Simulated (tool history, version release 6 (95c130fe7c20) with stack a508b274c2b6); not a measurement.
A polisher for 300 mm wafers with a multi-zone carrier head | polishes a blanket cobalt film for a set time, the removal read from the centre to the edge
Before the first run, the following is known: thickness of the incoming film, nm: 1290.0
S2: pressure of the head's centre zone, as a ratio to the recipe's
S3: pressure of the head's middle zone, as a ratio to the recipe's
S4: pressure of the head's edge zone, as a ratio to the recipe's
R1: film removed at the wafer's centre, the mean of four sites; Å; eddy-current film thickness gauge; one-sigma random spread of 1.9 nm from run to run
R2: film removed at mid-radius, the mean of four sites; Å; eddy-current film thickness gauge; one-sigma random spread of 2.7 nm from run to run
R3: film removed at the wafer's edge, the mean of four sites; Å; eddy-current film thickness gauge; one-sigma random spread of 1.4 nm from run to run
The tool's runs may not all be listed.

run 1 hour=0.0 | flow_of_slurry_(ml/min)=220 S2=1.00 S3=1.00 S4=1.00 polishing_time_(s)=73 | R1=2446.7 R2=2538.7 R3=2590.6
run 2 hour=5.6 | flow_of_slurry_(ml/min)=220 S2=1.00 S3=1.08 S4=1.00 polishing_time_(s)=73 | R1=2522.7 R2=2746.2 R3=2608.6
run 3 hour=6.3 | flow_of_slurry_(ml/min)=255 S2=1.00 S3=1.08 S4=1.00 polishing_time_(s)=73 | R1=2562.4 R2=2783.4 R3=2705.6
run 4 hour=7.2 | flow_of_slurry_(ml/min)=230 S2=1.00 S3=1.08 S4=0.95 polishing_time_(s)=70 | R1=2449.9 R2=2677.2 R3=2453.7
run 5 hour=14.6 | flow_of_slurry_(ml/min)=210 S2=0.99 S3=1.07 S4=0.91 polishing_time_(s)=68 | R1=2271.1 R2=2463.1 R3=2341.8
run 6 hour=22.7 | flow_of_slurry_(ml/min)=200 S2=1.00 S3=1.10 S4=0.88 polishing_time_(s)=65 | R1=2218.3 R2=2417.6 R3=2152.9
run 7 hour=28.4 | flow_of_slurry_(ml/min)=190 S2=1.00 S3=1.11 S4=0.86 polishing_time_(s)=64 | R1=2150.0 R2=2401.7 R3=2097.3

Estimate the outcome of run 8 from the log above:
run 8 hour=32.9 | flow_of_slurry_(ml/min)=180 S2=1.01 S3=1.11 S4=0.85 polishing_time_(s)=63 | R1=? R2=? R3=?

R1: 2083.7 Å
R2: 2344.1 Å
R3: 2048.3 Å

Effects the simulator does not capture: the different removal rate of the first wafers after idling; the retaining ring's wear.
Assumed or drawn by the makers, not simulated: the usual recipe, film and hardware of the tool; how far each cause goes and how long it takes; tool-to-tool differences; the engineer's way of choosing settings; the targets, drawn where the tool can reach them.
